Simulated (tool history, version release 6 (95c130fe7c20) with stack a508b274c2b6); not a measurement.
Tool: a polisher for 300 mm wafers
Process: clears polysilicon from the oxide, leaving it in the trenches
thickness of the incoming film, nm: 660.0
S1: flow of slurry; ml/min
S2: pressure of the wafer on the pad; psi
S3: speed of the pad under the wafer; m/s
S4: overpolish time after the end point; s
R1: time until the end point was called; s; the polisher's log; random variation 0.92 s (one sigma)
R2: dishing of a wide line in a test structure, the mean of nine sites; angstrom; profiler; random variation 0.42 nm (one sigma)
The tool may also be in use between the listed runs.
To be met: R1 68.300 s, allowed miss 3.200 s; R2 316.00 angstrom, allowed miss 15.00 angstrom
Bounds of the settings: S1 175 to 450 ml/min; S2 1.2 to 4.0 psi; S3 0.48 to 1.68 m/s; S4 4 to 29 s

run	hour	S1	S2	S3	S4	R1	R2
1	0.0	290	2.6	1.08	15	52.069	394.08
2	2.1	290	2.6	1.08	12	51.599	394.73
3	8.8	320	2.6	1.08	12	51.964	407.70
4	11.5	290	2.5	1.08	16	53.385	410.43
5	20.5	265	2.7	0.96	13	56.388	385.05
6	24.3	245	2.8	0.86	11	62.807	384.46
7	24.8	230	3.0	0.80	10	63.692	371.91
8	26.3	220	3.2	0.74	9	62.836	374.36
9	31.5	210	3.3	0.70	8	65.361	355.43
10	37.5	205	3.4	0.66	7	66.849	345.06
11	40.3	175	4.0	0.48	4	79.497	227.83
12	41.7	255	3.6	0.56	5	71.890	282.40
13	44.4	250	3.6	0.58	5	71.646	290.21
14	50.1	250	3.6	0.60	5	68.515	294.03
15	51.4	245	3.6	0.60	5	67.108	297.74
16	55.2	240	3.6	0.60	5	69.243	295.97
17	58.0	240	3.6	0.62	5	66.319	297.12
18	64.8	235	3.6	0.62	5	64.340	297.36
19	73.3	230	3.5	0.62	5	67.133	293.76

4 next moves are on the table. One of them brings every result within its allowed miss. Which?
A	81.8	205	3.5	0.68	4	?	?
B	81.8	175	3.5	0.66	4	?	?
C	81.8	260	3.4	0.62	6	?	?
D	81.8	240	3.8	0.58	4	?	?

move	R1	R2
A	63.500	261.00
B	67.097	253.02
C	69.111	305.80
D	66.668	253.95
A: further off than the last run
B: further off than the last run
C: meets every target
D: further off than the last run
Answer: C

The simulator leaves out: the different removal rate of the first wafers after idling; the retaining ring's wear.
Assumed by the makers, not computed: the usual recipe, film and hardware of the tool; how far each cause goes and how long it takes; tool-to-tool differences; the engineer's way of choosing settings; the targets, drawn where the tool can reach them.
